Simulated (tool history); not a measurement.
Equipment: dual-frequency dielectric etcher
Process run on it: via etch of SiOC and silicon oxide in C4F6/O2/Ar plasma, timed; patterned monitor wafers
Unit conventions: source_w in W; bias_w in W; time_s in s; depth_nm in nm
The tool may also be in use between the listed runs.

run 1 day=0.000 | source_w=310 bias_w=129 time_s=82.5 | depth_nm=79.677
run 2 day=0.067 | source_w=310 bias_w=113 time_s=82.5 | depth_nm=77.975
run 3 day=0.254 | source_w=310 bias_w=113 time_s=86.0 | depth_nm=80.863
run 4 day=0.442 | source_w=290 bias_w=108 time_s=85.5 | depth_nm=77.614
run 5 day=0.550 | source_w=290 bias_w=108 time_s=82.5 | depth_nm=74.742
run 6 day=0.625 | source_w=290 bias_w=117 time_s=82.5 | depth_nm=76.268
run 7 day=0.746 | source_w=270 bias_w=113 time_s=82.5 | depth_nm=73.515
run 8 day=0.954 | source_w=260 bias_w=111 time_s=82.5 | depth_nm=71.818

What does the tool deliver on the next run?
run 9 day=1.067 | source_w=250 bias_w=110 time_s=82.5 | depth_nm=?

depth_nm: 70.948 nm
